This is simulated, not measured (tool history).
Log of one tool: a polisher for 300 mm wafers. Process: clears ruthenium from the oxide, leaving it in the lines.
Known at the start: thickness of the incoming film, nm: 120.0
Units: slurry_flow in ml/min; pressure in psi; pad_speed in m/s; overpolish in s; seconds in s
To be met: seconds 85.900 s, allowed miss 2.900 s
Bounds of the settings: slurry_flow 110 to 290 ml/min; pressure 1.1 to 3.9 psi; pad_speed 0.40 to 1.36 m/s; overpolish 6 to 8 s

Run 1, hour 0.0: slurry_flow 185 ml/min, pressure 2.5 psi, pad_speed 0.88 m/s, overpolish 8 s. Result: seconds 95.107 s.
Run 2, hour 6.2: slurry_flow 190 ml/min, pressure 2.5 psi, pad_speed 0.88 m/s, overpolish 8 s. Result: seconds 94.778 s.
Run 3, hour 12.6: slurry_flow 190 ml/min, pressure 1.9 psi, pad_speed 0.88 m/s, overpolish 8 s. Result: seconds 123.310 s.
Run 4, hour 21.6: slurry_flow 190 ml/min, pressure 2.0 psi, pad_speed 0.88 m/s, overpolish 8 s. Result: seconds 116.130 s.
Run 5, hour 24.7: slurry_flow 195 ml/min, pressure 2.1 psi, pad_speed 0.88 m/s, overpolish 8 s. Result: seconds 109.600 s.
Run 6, hour 32.5: slurry_flow 195 ml/min, pressure 1.6 psi, pad_speed 0.88 m/s, overpolish 8 s. Result: seconds 143.590 s.
Run 7, hour 37.6: slurry_flow 195 ml/min, pressure 1.8 psi, pad_speed 0.88 m/s, overpolish 8 s. Result: seconds 129.180 s.
Run 8, hour 42.3: slurry_flow 210 ml/min, pressure 2.5 psi, pad_speed 0.90 m/s, overpolish 8 s. Result: seconds 89.258 s.
Run 9, hour 50.8: slurry_flow 220 ml/min, pressure 2.5 psi, pad_speed 0.90 m/s, overpolish 8 s. Result: seconds 91.132 s.

Which of these 4 next moves meets every target?
Run A, hour 59.3: slurry_flow 250 ml/min, pressure 2.8 psi, pad_speed 0.84 m/s, overpolish 6 s. Result: seconds ?.
Run B, hour 59.3: slurry_flow 215 ml/min, pressure 2.4 psi, pad_speed 0.90 m/s, overpolish 6 s. Result: seconds ?.
Run C, hour 59.3: slurry_flow 205 ml/min, pressure 2.5 psi, pad_speed 0.88 m/s, overpolish 6 s. Result: seconds ?.
Run D, hour 59.3: slurry_flow 280 ml/min, pressure 2.9 psi, pad_speed 0.70 m/s, overpolish 8 s. Result: seconds ?.

move  seconds
   A   83.633
   B   92.436
   C   91.421
   D   95.265
A: meets every target
B: further off than the last run
C: further off than the last run
D: further off than the last run
The right move is A.
